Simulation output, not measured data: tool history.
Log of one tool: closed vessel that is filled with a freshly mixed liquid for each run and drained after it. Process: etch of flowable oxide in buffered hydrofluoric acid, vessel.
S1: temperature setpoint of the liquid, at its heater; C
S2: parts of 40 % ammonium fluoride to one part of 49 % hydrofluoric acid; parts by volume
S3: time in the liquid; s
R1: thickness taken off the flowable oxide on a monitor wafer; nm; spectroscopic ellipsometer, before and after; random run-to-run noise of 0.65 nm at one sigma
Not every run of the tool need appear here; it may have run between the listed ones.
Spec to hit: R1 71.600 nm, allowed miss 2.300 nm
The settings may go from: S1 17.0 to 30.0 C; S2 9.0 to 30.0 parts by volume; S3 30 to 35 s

run    day    S1    S2  S3      R1
  1  0.000  22.0  24.0  35  40.880
  2  0.308  23.5  23.0  35  45.610
  3  0.583  24.5  22.5  35  48.995
  4  0.862  25.5  22.0  35  51.653
  5  1.225  25.5  28.0  35  44.828
  6  1.483  26.5  26.5  35  47.827
  7  1.546  27.0  25.0  35  51.833
  8  1.746  27.5  24.0  35  55.480
  9  1.925  28.0  23.5  35  56.603
 10  2.258  28.5  22.5  35  60.769
 11  2.358  28.5  22.5  35  59.961
 12  2.433  29.0  22.0  35  62.865
 13  2.754  29.0  21.5  35  64.832
 14  2.854  29.0  21.0  35  64.437

Pick the move, out of 5, that brings all results within their allowed miss; only one does.
  A  2.954  30.0  20.0  35   ?
  B  2.954  28.0  23.0  35   ?
  C  2.954  29.0  20.5  30   ?
  D  2.954  29.5  20.5  30   ?
  E  2.954  27.5  23.5  35   ?

move      R1
   A  71.844
   B  58.707
   C  57.427
   D  58.970
   E  56.318
A: meets every target
B: its largest miss is bigger than the last run's
C: its largest miss is bigger than the last run's
D: its largest miss is bigger than the last run's
E: its largest miss is bigger than the last run's
Move A is the one to make.
